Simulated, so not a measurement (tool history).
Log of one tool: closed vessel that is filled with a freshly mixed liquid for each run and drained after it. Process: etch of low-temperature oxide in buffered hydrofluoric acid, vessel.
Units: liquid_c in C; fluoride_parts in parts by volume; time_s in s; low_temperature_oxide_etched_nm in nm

run,hour,liquid_c,fluoride_parts,time_s,low_temperature_oxide_etched_nm
1,0,25,12.5,95,179.25
2,7.8,25,10,95,221.66
3,11.1,26,9.5,95,241.92
4,13.2,27,9,95,263.58
5,20.3,29,9,95,291.78
6,24.7,31,9,95,324.18
7,30.6,31,8.5,95,348.24

The next listed run, before its measurement:
8,34.2,31,8,95,?

Run 8 gave low_temperature_oxide_etched_nm 367.29 nm.
